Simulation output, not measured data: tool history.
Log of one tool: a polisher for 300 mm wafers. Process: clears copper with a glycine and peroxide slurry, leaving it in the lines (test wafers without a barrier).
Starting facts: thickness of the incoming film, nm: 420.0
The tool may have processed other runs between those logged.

run	day	flow of slurry (ml/min)	pressure of the wafer on the pad (kPa)	speed of the pad under the wafer (cm/s)	overpolish time after the end point (s)	time until the end point was called (s)	dishing of a wide line in a test structure (angstrom)
1	0.000	295	20.7	76	14	88.036	380.36
2	0.108	295	17.9	74	14	101.530	342.28
3	0.467	295	15.9	74	14	112.420	326.19
4	0.521	295	14.5	74	14	120.330	309.28
5	0.733	295	13.8	74	14	124.130	300.11
6	0.796	295	13.1	74	14	128.160	291.67
7	1.046	295	12.4	74	14	131.610	278.74
8	1.358	295	11.7	74	14	139.230	266.32

What does the tool deliver on the next run?
9	1.683	285	10.3	74	16	?	?

{"run 9": {"time until the end point was called (s)": 151.22, "dishing of a wide line in a test structure (angstrom)": 278.29}}
